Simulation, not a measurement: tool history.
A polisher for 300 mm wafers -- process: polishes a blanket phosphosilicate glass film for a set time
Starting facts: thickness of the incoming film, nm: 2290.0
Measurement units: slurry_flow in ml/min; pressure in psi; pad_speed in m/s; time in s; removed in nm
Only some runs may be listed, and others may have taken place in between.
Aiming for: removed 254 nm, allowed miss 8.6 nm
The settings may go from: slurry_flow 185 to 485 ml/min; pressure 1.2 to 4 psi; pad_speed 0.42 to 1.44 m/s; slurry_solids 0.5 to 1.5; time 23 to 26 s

run 1 hour=0 | slurry_flow=310 pressure=2.6 pad_speed=0.92 slurry_solids=1 time=26 | removed=180.53
run 2 hour=8.8 | slurry_flow=310 pressure=2.9 pad_speed=0.92 slurry_solids=1 time=26 | removed=203.81
run 3 hour=10.4 | slurry_flow=310 pressure=2.3 pad_speed=0.92 slurry_solids=1 time=26 | removed=162.28
run 4 hour=17.1 | slurry_flow=310 pressure=2.6 pad_speed=0.92 slurry_solids=1 time=26 | removed=181.98
run 5 hour=25.6 | slurry_flow=310 pressure=2.6 pad_speed=0.72 slurry_solids=1 time=26 | removed=147.25
run 6 hour=29.1 | slurry_flow=310 pressure=2.6 pad_speed=0.94 slurry_solids=1 time=26 | removed=186.69
run 7 hour=36.4 | slurry_flow=310 pressure=3.3 pad_speed=0.96 slurry_solids=1 time=26 | removed=239.38
run 8 hour=37.3 | slurry_flow=310 pressure=3.4 pad_speed=0.96 slurry_solids=1 time=26 | removed=243.99

Which single option among these 4 for the next run brings every result within its allowed miss of target? Just one does.
run A hour=38.2 | slurry_flow=350 pressure=3.9 pad_speed=1 slurry_solids=0.95 time=25 | removed=?
run B hour=38.2 | slurry_flow=295 pressure=4 pad_speed=0.88 slurry_solids=1 time=26 | removed=?
run C hour=38.2 | slurry_flow=285 pressure=3.4 pad_speed=0.94 slurry_solids=1.1 time=24 | removed=?
run D hour=38.2 | slurry_flow=280 pressure=3.3 pad_speed=1.24 slurry_solids=0.9 time=24 | removed=?

move=A removed=269.61
move=B removed=264.03
move=C removed=228.98
move=D removed=250.17
A: moves the result that the last run missed by most past its target, out the other side
B: moves the result that the last run missed by most past its target, out the other side
C: lands further from the targets than the last run did
D: all results in spec
The move that meets every target is D.
